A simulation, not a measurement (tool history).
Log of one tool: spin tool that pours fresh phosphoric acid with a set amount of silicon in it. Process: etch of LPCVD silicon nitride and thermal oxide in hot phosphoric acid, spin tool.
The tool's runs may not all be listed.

run  hour  temperature setpoint of the liquid (°C)  silicon dissolved in the acid as it is poured (mg a litre)  time under the liquid (s)  thickness taken off the LPCVD silicon nitride on a monitor wafer (Å)  thickness taken off the thermal oxide on a monitor wafer (Å)
  1     0                                      163                                                        20.5                        160                                                                192.85                                                        3.9191
  2   1.2                                    162.5                                                        23.5                        155                                                                181.62                                                        2.7936
  3   4.4                                      162                                                          24                        150                                                                172.14                                                        2.7181
  4   6.2                                      164                                                          24                        150                                                                185.12                                                        3.2522
  5   9.1                                      163                                                          24                        150                                                                181.28                                                        2.7086
  6  12.9                                    162.5                                                        24.5                        145                                                                169.68                                                        3.0468
     14.9  -- thermometer replaced
  7  14.9                                      162                                                          27                        140                                                                150.95                                                        2.2784
  8  22.5                                    161.5                                                          29                        140                                                                149.96                                                        2.1458
  9  29.1                                      161                                                          31                        140                                                                145.08                                                        1.5674

Forecast run 10:
 10  34.8                                      161                                                        31.5                        140                                                                     ?                                                             ?

{"run 10": {"thickness taken off the LPCVD silicon nitride on a monitor wafer (Å)": 145.3, "thickness taken off the thermal oxide on a monitor wafer (Å)": 1.5149}}
